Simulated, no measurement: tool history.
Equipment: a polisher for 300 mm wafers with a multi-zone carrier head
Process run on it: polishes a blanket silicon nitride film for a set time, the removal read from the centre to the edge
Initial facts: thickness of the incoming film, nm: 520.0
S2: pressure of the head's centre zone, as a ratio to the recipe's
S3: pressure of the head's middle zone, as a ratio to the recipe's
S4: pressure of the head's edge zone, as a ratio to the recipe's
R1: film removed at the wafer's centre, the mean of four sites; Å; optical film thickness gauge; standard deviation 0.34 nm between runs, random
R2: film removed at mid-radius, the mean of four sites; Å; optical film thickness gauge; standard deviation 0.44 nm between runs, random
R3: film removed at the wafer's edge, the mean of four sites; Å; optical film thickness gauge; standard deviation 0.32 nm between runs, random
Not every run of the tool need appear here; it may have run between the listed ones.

{"run": 1, "hour": 0.0, "flow of slurry (ml/min)": 285, "S2": 1, "S3": 1, "S4": 1, "polishing time (s)": 35, "R1": 496.19, "R2": 513.78, "R3": 530.04}
{"run": 2, "hour": 5.4, "flow of slurry (ml/min)": 285, "S2": 1, "S3": 1, "S4": 1, "polishing time (s)": 42, "R1": 608.32, "R2": 610.59, "R3": 626.04}
{"run": 3, "hour": 10.8, "flow of slurry (ml/min)": 285, "S2": 1, "S3": 0.94, "S4": 1, "polishing time (s)": 42, "R1": 608.22, "R2": 586.5, "R3": 631.39}
{"run": 4, "hour": 17.3, "flow of slurry (ml/min)": 280, "S2": 1.02, "S3": 0.94, "S4": 0.95, "polishing time (s)": 35, "R1": 506.7, "R2": 493.17, "R3": 500.54}
{"run": 5, "hour": 25.4, "flow of slurry (ml/min)": 280, "S2": 1.02, "S3": 0.94, "S4": 0.95, "polishing time (s)": 28, "R1": 411.24, "R2": 397.16, "R3": 408.84}
{"run": 6, "hour": 30.3, "flow of slurry (ml/min)": 280, "S2": 1.02, "S3": 0.87, "S4": 0.95, "polishing time (s)": 28, "R1": 399.2, "R2": 376.67, "R3": 404.81}

Run 7 has not been measured yet. What should we expect?
{"run": 7, "hour": 38.3, "flow of slurry (ml/min)": 275, "S2": 1.01, "S3": 0.86, "S4": 0.92, "polishing time (s)": 26, "R1": "?", "R2": "?", "R3": "?"}

Logged for run 7: R1 375.38 Å, R2 341.78 Å, R3 373.78 Å.
